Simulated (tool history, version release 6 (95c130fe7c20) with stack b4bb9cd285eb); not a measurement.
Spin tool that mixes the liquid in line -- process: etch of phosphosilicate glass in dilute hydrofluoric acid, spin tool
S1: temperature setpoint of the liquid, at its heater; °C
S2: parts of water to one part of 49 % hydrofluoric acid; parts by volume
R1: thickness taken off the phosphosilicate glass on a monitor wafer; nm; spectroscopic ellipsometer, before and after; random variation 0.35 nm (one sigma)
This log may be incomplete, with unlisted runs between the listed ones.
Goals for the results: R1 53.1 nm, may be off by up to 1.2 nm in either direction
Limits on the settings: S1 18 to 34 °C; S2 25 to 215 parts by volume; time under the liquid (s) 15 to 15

Run 1, hour 0: S1 26 °C, S2 120 parts by volume, time under the liquid (s) 15. Result: R1 14.532 nm.
Run 2, hour 3: S1 23.5 °C, S2 120 parts by volume, time under the liquid (s) 15. Result: R1 13.092 nm.
Run 3, hour 7.5: S1 26 °C, S2 100 parts by volume, time under the liquid (s) 15. Result: R1 17.753 nm.
Run 4, hour 9.5: S1 26 °C, S2 75 parts by volume, time under the liquid (s) 15. Result: R1 24.77 nm.
Run 5, hour 11.1: S1 26 °C, S2 75 parts by volume, time under the liquid (s) 15. Result: R1 24.586 nm.
Run 6, hour 16.9: S1 26 °C, S2 75 parts by volume, time under the liquid (s) 15. Result: R1 24.605 nm.
Run 7, hour 22.2: S1 30 °C, S2 25 parts by volume, time under the liquid (s) 15. Result: R1 92.853 nm.
Run 8, hour 30.7: S1 29 °C, S2 25 parts by volume, time under the liquid (s) 15. Result: R1 89.514 nm.
Run 9, hour 34.2: S1 25 °C, S2 40 parts by volume, time under the liquid (s) 15. Result: R1 46.718 nm.
Run 10, hour 40.8: S1 25.5 °C, S2 40 parts by volume, time under the liquid (s) 15. Result: R1 47.276 nm.
Run 11, hour 49.1: S1 26 °C, S2 40 parts by volume, time under the liquid (s) 15. Result: R1 48.07 nm.
Run 12, hour 50.3: S1 26 °C, S2 40 parts by volume, time under the liquid (s) 15. Result: R1 49.007 nm.
Run 13, hour 56.5: S1 26.5 °C, S2 40 parts by volume, time under the liquid (s) 15. Result: R1 49.556 nm.

Next run, 5 choices. One meets every target within its allowed miss, the rest don't. Which?
Run A, hour 62.7: S1 25 °C, S2 35 parts by volume, time under the liquid (s) 15. Result: R1 ?.
Run B, hour 62.7: S1 25 °C, S2 40 parts by volume, time under the liquid (s) 15. Result: R1 ?.
Run C, hour 62.7: S1 27 °C, S2 40 parts by volume, time under the liquid (s) 15. Result: R1 ?.
Run D, hour 62.7: S1 23.5 °C, S2 35 parts by volume, time under the liquid (s) 15. Result: R1 ?.
Run E, hour 62.7: S1 27.5 °C, S2 40 parts by volume, time under the liquid (s) 15. Result: R1 ?.

move      R1
   A  53.137
   B  46.176
   C  50.108
   D  49.924
   E  51.132
A: all results in spec
B: its largest miss is bigger than the last run's
C: closer than the last run, but not yet in spec
D: closer than the last run, but not yet in spec
E: closer than the last run, but not yet in spec
The move that meets every target is A.
